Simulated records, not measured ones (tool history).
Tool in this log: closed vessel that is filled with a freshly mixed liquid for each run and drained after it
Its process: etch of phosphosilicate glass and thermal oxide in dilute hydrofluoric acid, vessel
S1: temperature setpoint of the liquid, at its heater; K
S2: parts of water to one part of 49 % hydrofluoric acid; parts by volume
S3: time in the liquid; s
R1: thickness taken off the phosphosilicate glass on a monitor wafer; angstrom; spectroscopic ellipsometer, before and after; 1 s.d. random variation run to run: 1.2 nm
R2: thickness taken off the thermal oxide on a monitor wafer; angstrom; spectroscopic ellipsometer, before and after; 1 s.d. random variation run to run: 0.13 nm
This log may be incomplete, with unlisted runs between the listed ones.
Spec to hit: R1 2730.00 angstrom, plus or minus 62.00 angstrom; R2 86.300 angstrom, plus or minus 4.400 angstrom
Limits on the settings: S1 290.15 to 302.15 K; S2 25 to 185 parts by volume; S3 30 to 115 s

Run 1, hour 0.0: S1 294.15 K, S2 105 parts by volume, S3 60 s. Result: R1 875.88 angstrom, R2 27.630 angstrom.
Run 2, hour 6.4: S1 294.15 K, S2 105 parts by volume, S3 70 s. Result: R1 1014.50 angstrom, R2 31.587 angstrom.
Run 3, hour 13.3: S1 294.15 K, S2 120 parts by volume, S3 70 s. Result: R1 869.73 angstrom, R2 27.931 angstrom.
Run 4, hour 19.3: S1 294.15 K, S2 120 parts by volume, S3 85 s. Result: R1 1056.20 angstrom, R2 33.336 angstrom.
Run 5, hour 26.7: S1 296.15 K, S2 105 parts by volume, S3 85 s. Result: R1 1328.50 angstrom, R2 41.884 angstrom.
Run 6, hour 32.5: S1 297.65 K, S2 95 parts by volume, S3 85 s. Result: R1 1582.50 angstrom, R2 49.873 angstrom.
Run 7, hour 39.0: S1 298.65 K, S2 85 parts by volume, S3 85 s. Result: R1 1874.80 angstrom, R2 59.209 angstrom.
Run 8, hour 40.1: S1 299.65 K, S2 80 parts by volume, S3 85 s. Result: R1 2069.70 angstrom, R2 66.056 angstrom.
Run 9, hour 41.1: S1 300.15 K, S2 75 parts by volume, S3 85 s. Result: R1 2260.40 angstrom, R2 70.543 angstrom.
Run 10, hour 44.0: S1 300.15 K, S2 75 parts by volume, S3 85 s. Result: R1 2273.10 angstrom, R2 72.142 angstrom.
Run 11, hour 50.2: S1 302.15 K, S2 65 parts by volume, S3 85 s. Result: R1 2902.90 angstrom, R2 89.611 angstrom.
Run 12, hour 52.2: S1 301.65 K, S2 65 parts by volume, S3 85 s. Result: R1 2815.80 angstrom, R2 87.338 angstrom.

Consider the 4 candidate settings below. Which is the only one whose results all fall within their allowed miss of target?
Run A, hour 54.2: S1 300.15 K, S2 60 parts by volume, S3 80 s. Result: R1 ?, R2 ?.
Run B, hour 54.2: S1 298.15 K, S2 55 parts by volume, S3 85 s. Result: R1 ?, R2 ?.
Run C, hour 54.2: S1 302.15 K, S2 55 parts by volume, S3 70 s. Result: R1 ?, R2 ?.
Run D, hour 54.2: S1 302.15 K, S2 50 parts by volume, S3 65 s. Result: R1 ?, R2 ?.

move       R1      R2
   A  2750.20  87.218
   B  2965.30  94.042
   C  2860.10  90.703
   D  2944.10  93.369
A: every result within its allowed miss
B: lands further from the targets than the last run did
C: lands further from the targets than the last run did
D: lands further from the targets than the last run did
A meets every target.
